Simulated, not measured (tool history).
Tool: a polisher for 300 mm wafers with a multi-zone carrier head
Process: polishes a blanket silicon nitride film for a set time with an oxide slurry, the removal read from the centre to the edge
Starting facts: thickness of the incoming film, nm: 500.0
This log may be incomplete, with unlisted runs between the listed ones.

| run | hour | flow of slurry (ml/min) | pressure of the head's centre zone | pressure of the head's middle zone | pressure of the head's edge zone | abrasive content of the slurry | polishing time (s) | film removed at the wafer's centre (angstrom) | film removed at mid-radius (angstrom) | film removed at the wafer's edge (angstrom) |
|---|---|---|---|---|---|---|---|---|---|---|
| 1 | 0.0 | 295 | 1.00 | 1.00 | 1.00 | 1.00 | 42 | 247.66 | 251.44 | 240.68 |
| 2 | 1.1 | 300 | 1.02 | 1.03 | 1.05 | 1.15 | 43 | 277.08 | 279.81 | 267.64 |
| 3 | 2.4 | 305 | 1.03 | 1.05 | 1.09 | 1.25 | 44 | 297.39 | 300.58 | 282.35 |
| 4 | 7.8 | 305 | 1.03 | 1.05 | 1.02 | 1.25 | 44 | 295.56 | 299.81 | 281.02 |
| 5 | 16.6 | 305 | 1.03 | 1.05 | 1.02 | 1.25 | 49 | 334.59 | 335.77 | 313.84 |
| 6 | 19.0 | 315 | 1.02 | 1.05 | 1.05 | 1.30 | 49 | 332.83 | 339.30 | 325.23 |
| 7 | 27.4 | 315 | 1.02 | 1.05 | 1.05 | 1.30 | 49 | 335.57 | 343.25 | 328.94 |
| 8 | 30.2 | 330 | 1.03 | 1.06 | 1.07 | 1.35 | 49 | 338.58 | 351.49 | 329.33 |

Estimate the outcome of run 9 from the log above:
| 9 | 34.0 | 325 | 1.03 | 1.06 | 1.07 | 1.40 | 49 | ? | ? | ? |

film removed at the wafer's centre (angstrom): 352.73
film removed at mid-radius (angstrom): 356.35
film removed at the wafer's edge (angstrom): 334.17
